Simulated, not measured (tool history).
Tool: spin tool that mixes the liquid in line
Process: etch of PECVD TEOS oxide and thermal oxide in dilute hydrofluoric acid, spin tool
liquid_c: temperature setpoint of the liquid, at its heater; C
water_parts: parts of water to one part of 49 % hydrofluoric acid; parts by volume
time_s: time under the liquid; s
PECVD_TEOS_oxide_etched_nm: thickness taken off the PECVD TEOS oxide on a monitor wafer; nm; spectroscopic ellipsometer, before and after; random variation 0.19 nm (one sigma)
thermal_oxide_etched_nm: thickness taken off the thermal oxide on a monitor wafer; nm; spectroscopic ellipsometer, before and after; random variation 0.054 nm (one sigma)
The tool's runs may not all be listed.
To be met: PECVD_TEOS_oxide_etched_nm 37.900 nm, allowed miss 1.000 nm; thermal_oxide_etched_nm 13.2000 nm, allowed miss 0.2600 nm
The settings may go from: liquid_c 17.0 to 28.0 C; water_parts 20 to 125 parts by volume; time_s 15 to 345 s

run	hour	liquid_c	water_parts	time_s	PECVD_TEOS_oxide_etched_nm	thermal_oxide_etched_nm
1	0.0	20.0	70	175	33.867	11.9650
2	7.9	20.0	90	175	26.124	9.0683
3	10.3	18.0	90	175	23.911	8.3655
4	11.5	18.0	90	100	13.722	4.7797
5	13.5	18.0	90	130	17.839	6.2028
6	14.9	17.0	90	130	17.042	5.9489
7	21.6	20.0	80	130	21.853	7.6876
8	23.6	22.5	75	130	26.132	9.1464
9	29.3	24.0	70	130	30.006	10.5120
10	30.4	25.0	70	130	31.061	10.8880
11	32.3	26.0	70	130	32.370	11.3170
12	41.0	26.5	70	130	33.146	11.5760
# hour 46.3: hydrofluoric acid flow meter replaced
13	46.3	27.0	70	130	30.743	10.6770
14	48.1	27.5	65	130	33.646	11.7550

4 next moves are on the table. One of them brings every result within its allowed miss. Which?
A	49.9	28.0	85	155	?	?
B	49.9	28.0	95	180	?	?
C	49.9	24.5	65	165	?	?
D	49.9	25.5	35	85	?	?

move	PECVD_TEOS_oxide_etched_nm	thermal_oxide_etched_nm
A	30.432	10.6580
B	31.190	10.9230
C	37.890	13.2700
D	39.331	13.7740
A: further off than the last run
B: further off than the last run
C: meets every target
D: takes the result that was furthest off past its target
Move C is the one to make.

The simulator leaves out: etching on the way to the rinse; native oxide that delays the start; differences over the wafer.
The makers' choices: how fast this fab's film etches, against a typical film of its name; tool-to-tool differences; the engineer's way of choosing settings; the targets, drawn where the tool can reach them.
